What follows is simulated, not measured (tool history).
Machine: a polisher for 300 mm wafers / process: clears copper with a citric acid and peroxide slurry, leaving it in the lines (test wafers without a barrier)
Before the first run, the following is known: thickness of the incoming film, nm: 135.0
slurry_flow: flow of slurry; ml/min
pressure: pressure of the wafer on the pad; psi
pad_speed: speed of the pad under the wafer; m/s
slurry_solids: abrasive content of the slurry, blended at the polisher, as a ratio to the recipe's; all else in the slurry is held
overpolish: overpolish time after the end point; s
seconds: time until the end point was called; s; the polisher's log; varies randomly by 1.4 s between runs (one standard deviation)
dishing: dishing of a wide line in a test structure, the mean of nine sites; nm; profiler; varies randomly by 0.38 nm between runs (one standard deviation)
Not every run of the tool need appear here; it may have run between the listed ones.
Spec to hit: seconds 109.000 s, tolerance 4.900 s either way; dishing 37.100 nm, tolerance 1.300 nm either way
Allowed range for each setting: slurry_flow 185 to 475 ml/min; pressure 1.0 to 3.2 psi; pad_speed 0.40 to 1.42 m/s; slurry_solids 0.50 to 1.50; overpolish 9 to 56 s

| run | day | slurry_flow | pressure | pad_speed | slurry_solids | overpolish | seconds | dishing |
|---|---|---|---|---|---|---|---|---|
| 1 | 0.000 | 305 | 2.1 | 0.90 | 1.00 | 29 | 109.160 | 23.194 |
| 2 | 0.112 | 305 | 2.1 | 0.82 | 1.00 | 29 | 115.490 | 22.087 |
| 3 | 0.167 | 305 | 2.1 | 0.90 | 1.00 | 29 | 111.310 | 23.510 |
| 4 | 0.329 | 295 | 2.1 | 0.92 | 0.95 | 33 | 111.040 | 26.563 |
| 5 | 0.550 | 280 | 2.2 | 0.92 | 0.90 | 36 | 107.830 | 28.774 |
| 6 | 0.854 | 280 | 2.2 | 0.94 | 0.90 | 39 | 105.620 | 31.312 |
| 7 | 0.971 | 280 | 2.2 | 0.94 | 0.90 | 41 | 108.220 | 31.974 |
| 8 | 1.150 | 280 | 2.2 | 0.94 | 0.90 | 43 | 108.500 | 33.137 |
| 9 | 1.283 | 275 | 2.2 | 0.94 | 0.90 | 45 | 108.690 | 35.091 |

Which single option among these 4 for the next run brings every result within its allowed miss of target? Just one does.
| A | 1.417 | 260 | 2.3 | 0.94 | 0.95 | 50 | ? | ? |
| B | 1.417 | 300 | 2.2 | 1.00 | 1.10 | 41 | ? | ? |
| C | 1.417 | 240 | 2.3 | 1.08 | 0.85 | 43 | ? | ? |
| D | 1.417 | 280 | 2.2 | 0.94 | 0.85 | 50 | ? | ? |

| move | seconds | dishing |
|---|---|---|
| A | 100.710 | 39.046 |
| B | 95.954 | 34.501 |
| C | 95.491 | 36.084 |
| D | 107.220 | 37.043 |
A: takes the biggest miss from the last run beyond its target
B: its largest miss is bigger than the last run's
C: puts the biggest miss on target and leaves a different result outside tolerance
D: all results land within tolerance of their targets
Go with D: it meets all targets.
